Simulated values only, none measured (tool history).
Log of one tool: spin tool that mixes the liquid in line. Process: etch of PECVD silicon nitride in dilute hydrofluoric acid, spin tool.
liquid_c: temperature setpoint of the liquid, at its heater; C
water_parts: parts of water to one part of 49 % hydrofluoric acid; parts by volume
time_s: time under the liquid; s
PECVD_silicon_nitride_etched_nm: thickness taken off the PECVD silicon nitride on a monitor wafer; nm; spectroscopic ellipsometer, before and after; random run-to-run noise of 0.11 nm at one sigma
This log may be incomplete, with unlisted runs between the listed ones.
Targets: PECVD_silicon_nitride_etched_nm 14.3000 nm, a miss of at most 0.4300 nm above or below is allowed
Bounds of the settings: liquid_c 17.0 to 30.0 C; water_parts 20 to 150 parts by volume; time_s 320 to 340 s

run  hour  liquid_c  water_parts  time_s  PECVD_silicon_nitride_etched_nm
  1   0.0      22.0           85     320                           7.0301
  2   6.3      24.5           80     320                           8.7642
  3  12.4      24.5          105     320                           6.7935
  4  20.9      24.5          120     320                           5.9326
  5  23.5      24.5          120     320                           5.9124
  6  26.6      24.5          135     320                           5.2807
  7  27.6      28.5          105     325                           8.9016
  8  35.2      29.0           90     325                          10.6660
  9  37.3      29.5           80     325                          12.6330
 10  39.1      29.5           75     325                          13.4370

Which single option among these 4 for the next run brings every result within its allowed miss of target? Just one does.
  A  40.9      30.0           70     320                                ?
  B  40.9      30.0           85     320                                ?
  C  40.9      30.0           70     340                                ?
  D  40.9      30.0           70     335                                ?

move  PECVD_silicon_nitride_etched_nm
   A                          14.3180
   B                          11.7920
   C                          15.2130
   D                          14.9890
A: hits every target within its allowed miss
B: misses by more than the last run did
C: carries the result that was furthest off beyond its target, to the other side
D: carries the result that was furthest off beyond its target, to the other side
A meets every target.
